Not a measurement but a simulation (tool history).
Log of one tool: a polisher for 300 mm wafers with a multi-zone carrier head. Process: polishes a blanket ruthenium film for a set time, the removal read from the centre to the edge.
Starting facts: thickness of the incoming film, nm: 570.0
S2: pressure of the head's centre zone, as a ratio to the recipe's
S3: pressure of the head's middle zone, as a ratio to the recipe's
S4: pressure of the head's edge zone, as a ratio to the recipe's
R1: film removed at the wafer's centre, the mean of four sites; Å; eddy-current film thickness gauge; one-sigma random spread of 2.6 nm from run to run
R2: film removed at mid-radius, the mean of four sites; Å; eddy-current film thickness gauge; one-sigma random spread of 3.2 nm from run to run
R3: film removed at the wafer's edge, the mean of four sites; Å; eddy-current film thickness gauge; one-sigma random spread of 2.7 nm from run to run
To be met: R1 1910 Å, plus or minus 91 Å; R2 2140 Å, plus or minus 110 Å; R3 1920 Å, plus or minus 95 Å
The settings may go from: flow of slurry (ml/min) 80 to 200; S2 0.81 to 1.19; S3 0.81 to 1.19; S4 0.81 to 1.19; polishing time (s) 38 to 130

Run 1, hour 0: flow of slurry (ml/min) 130, S2 1, S3 1, S4 1, polishing time (s) 84. Result: R1 1096.6 Å, R2 1149.2 Å, R3 1191 Å.
Run 2, hour 4.6: flow of slurry (ml/min) 135, S2 1.01, S3 1.02, S4 1, polishing time (s) 88. Result: R1 1151.9 Å, R2 1216 Å, R3 1211.4 Å.
Run 3, hour 12.2: flow of slurry (ml/min) 135, S2 1.01, S3 1.02, S4 1, polishing time (s) 78. Result: R1 1051.6 Å, R2 1072.5 Å, R3 1066.7 Å.
Run 4, hour 17.2: flow of slurry (ml/min) 135, S2 1.02, S3 1.03, S4 1, polishing time (s) 83. Result: R1 1121.4 Å, R2 1144.8 Å, R3 1149.4 Å.
Run 5, hour 18.9: flow of slurry (ml/min) 135, S2 1.02, S3 1.03, S4 1.05, polishing time (s) 83. Result: R1 1117 Å, R2 1120.3 Å, R3 1184.8 Å.
Run 6, hour 21.5: flow of slurry (ml/min) 140, S2 1.02, S3 1.04, S4 1.04, polishing time (s) 88. Result: R1 1191.9 Å, R2 1240.5 Å, R3 1254 Å.
Run 7, hour 29.1: flow of slurry (ml/min) 145, S2 1.03, S3 1.05, S4 1.04, polishing time (s) 92. Result: R1 1301.9 Å, R2 1298.6 Å, R3 1300.1 Å.
Run 8, hour 36.9: flow of slurry (ml/min) 145, S2 1.03, S3 1.06, S4 1.04, polishing time (s) 96. Result: R1 1336 Å, R2 1389 Å, R3 1354.5 Å.
Run 9, hour 45.7: flow of slurry (ml/min) 145, S2 1.03, S3 1.07, S4 1.04, polishing time (s) 99. Result: R1 1387.6 Å, R2 1445.8 Å, R3 1451.2 Å.
Run 10, hour 54.5: flow of slurry (ml/min) 150, S2 1.03, S3 1.08, S4 1.04, polishing time (s) 101. Result: R1 1425.7 Å, R2 1522 Å, R3 1434.1 Å.
At hour 59.5: slurry nozzle cleaned.
Run 11, hour 59.5: flow of slurry (ml/min) 150, S2 1.03, S3 1.09, S4 1.04, polishing time (s) 104. Result: R1 1557.5 Å, R2 1647.4 Å, R3 1523.9 Å.
Run 12, hour 65.4: flow of slurry (ml/min) 150, S2 1.03, S3 1.1, S4 1.05, polishing time (s) 106. Result: R1 1555.1 Å, R2 1704.1 Å, R3 1590.7 Å.
Run 13, hour 71.1: flow of slurry (ml/min) 150, S2 1.03, S3 1.11, S4 1.06, polishing time (s) 107. Result: R1 1638.6 Å, R2 1712.8 Å, R3 1594.3 Å.
Run 14, hour 76.2: flow of slurry (ml/min) 150, S2 1.02, S3 1.12, S4 1.07, polishing time (s) 108. Result: R1 1603 Å, R2 1746.2 Å, R3 1672.9 Å.
Run 15, hour 83.6: flow of slurry (ml/min) 150, S2 1.02, S3 1.13, S4 1.07, polishing time (s) 109. Result: R1 1636.3 Å, R2 1797.8 Å, R3 1619.6 Å.
Run 16, hour 86.5: flow of slurry (ml/min) 150, S2 1.02, S3 1.13, S4 1.08, polishing time (s) 110. Result: R1 1675.1 Å, R2 1783.5 Å, R3 1728.1 Å.
Run 17, hour 93: flow of slurry (ml/min) 185, S2 1.02, S3 1.19, S4 1.07, polishing time (s) 118. Result: R1 1816.3 Å, R2 2068.4 Å, R3 1825.8 Å.

Next run, 4 choices. One meets every target within its allowed miss, the rest don't. Which?
Run A, hour 99.5: flow of slurry (ml/min) 200, S2 0.91, S3 1.19, S4 1.17, polishing time (s) 117. Result: R1 ?, R2 ?, R3 ?.
Run B, hour 99.5: flow of slurry (ml/min) 145, S2 1, S3 1.13, S4 1.02, polishing time (s) 128. Result: R1 ?, R2 ?, R3 ?.
Run C, hour 99.5: flow of slurry (ml/min) 195, S2 0.83, S3 1.07, S4 1.19, polishing time (s) 130. Result: R1 ?, R2 ?, R3 ?.
Run D, hour 99.5: flow of slurry (ml/min) 180, S2 0.93, S3 1.19, S4 1.11, polishing time (s) 121. Result: R1 ?, R2 ?, R3 ?.

move      R1      R2      R3
   A  1631.3  2125.7  1921.1
   B  1865.3  2125.9  1900.1
   C  1644.5  2149.5  2151.9
   D  1697.9  2168.1  1914.2
A: lands further from the targets than the last run did
B: hits every target within its allowed miss
C: lands further from the targets than the last run did
D: lands further from the targets than the last run did
So the answer is move B, the one that meets all the targets.

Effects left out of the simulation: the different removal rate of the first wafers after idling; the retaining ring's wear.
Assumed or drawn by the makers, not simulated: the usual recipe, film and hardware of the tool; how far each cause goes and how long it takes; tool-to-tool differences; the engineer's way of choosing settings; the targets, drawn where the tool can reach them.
